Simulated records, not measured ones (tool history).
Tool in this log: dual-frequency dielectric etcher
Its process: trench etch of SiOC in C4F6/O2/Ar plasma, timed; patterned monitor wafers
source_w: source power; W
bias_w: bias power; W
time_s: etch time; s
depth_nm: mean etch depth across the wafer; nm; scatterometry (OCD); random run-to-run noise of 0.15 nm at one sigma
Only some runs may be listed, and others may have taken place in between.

run	hour	source_w	bias_w	time_s	depth_nm
1	0	310	246	19.5	39.724
2	3.2	310	246	20.5	41.662
3	3.7	290	242	20.5	40.318
4	7.5	290	269	20.5	41.674
5	11.5	270	265	20.5	40.514
6	18.5	260	261	20.5	40.014
7	20.5	250	255	20.5	39.089

Run 8 has not been measured yet. What should we expect?
8	24.4	190	229	20.5	?

{"run 8": {"depth_nm": 34.138}}
